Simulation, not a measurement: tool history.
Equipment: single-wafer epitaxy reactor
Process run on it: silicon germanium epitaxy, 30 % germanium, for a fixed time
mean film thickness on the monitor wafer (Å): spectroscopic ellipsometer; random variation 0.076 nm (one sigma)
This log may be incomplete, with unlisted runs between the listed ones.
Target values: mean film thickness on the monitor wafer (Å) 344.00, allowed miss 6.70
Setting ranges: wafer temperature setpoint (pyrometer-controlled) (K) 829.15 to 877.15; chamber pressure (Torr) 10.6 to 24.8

run  hour  wafer temperature setpoint (pyrometer-controlled) (K)  chamber pressure (Torr)  mean film thickness on the monitor wafer (Å)
  1   0.0                                                 853.15                     17.7                                        438.69
  2   5.1                                                 850.15                     17.6                                        412.50
  3   9.8                                                 848.15                     17.6                                        392.21
  4  11.8                                                 847.15                     17.6                                        386.59
  5  13.9                                                 847.15                     20.8                                        424.92
  6  15.7                                                 847.15                     23.1                                        450.41
  7  24.3                                                 844.15                     23.1                                        423.62
  8  28.8                                                 841.15                     23.1                                        397.20
  9  32.0                                                 839.15                     23.1                                        379.31
 10  33.4                                                 838.15                     23.1                                        371.60
 11  36.7                                                 837.15                     23.1                                        364.34
 12  41.7                                                 833.15                     23.0                                        333.41

Exercise: of the 4 proposed moves below, exactly one satisfies all targets within the stated allowed misses. Which move is it?
  A  46.7                                                 833.15                     24.6                                             ?
  B  46.7                                                 832.15                     23.3                                             ?
  C  46.7                                                 833.15                     22.4                                             ?
  D  46.7                                                 832.15                     22.7                                             ?

move  mean film thickness on the monitor wafer (Å)
   A                                        344.76
   B                                        327.75
   C                                        327.92
   D                                        323.18
A: each result inside its tolerance
B: lands further from the targets than the last run did
C: lands further from the targets than the last run did
D: lands further from the targets than the last run did
So the answer is move A, the one that meets all the targets.
